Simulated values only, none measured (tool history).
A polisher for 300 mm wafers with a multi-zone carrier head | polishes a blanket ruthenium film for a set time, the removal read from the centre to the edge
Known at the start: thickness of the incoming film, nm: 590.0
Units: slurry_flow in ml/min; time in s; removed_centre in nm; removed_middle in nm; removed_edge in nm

| run | day | slurry_flow | centre_zone | middle_zone | edge_zone | time | removed_centre | removed_middle | removed_edge |
|---|---|---|---|---|---|---|---|---|---|
| 1 | 0.000 | 145 | 1.00 | 1.00 | 1.00 | 80 | 70.557 | 72.895 | 68.876 |
| 2 | 0.350 | 150 | 0.98 | 1.01 | 1.03 | 83 | 71.392 | 74.940 | 72.413 |
| 3 | 0.558 | 155 | 0.96 | 1.03 | 1.05 | 86 | 72.447 | 80.437 | 76.832 |
| 4 | 0.583 | 155 | 0.96 | 0.97 | 1.05 | 86 | 72.799 | 76.655 | 75.528 |
| 5 | 0.617 | 155 | 1.04 | 0.97 | 1.05 | 86 | 79.256 | 75.806 | 77.060 |
| 6 | 0.725 | 155 | 1.10 | 0.97 | 1.05 | 86 | 81.255 | 76.259 | 75.976 |
| 7 | 0.804 | 160 | 1.07 | 1.00 | 1.07 | 87 | 82.128 | 77.814 | 78.717 |

Run 8 comes next. What will it give?
| 8 | 1.042 | 160 | 1.03 | 1.03 | 1.08 | 89 | ? | ? | ? |

Run 8 gave removed_centre 80.883 nm, removed_middle 81.570 nm, removed_edge 81.517 nm.
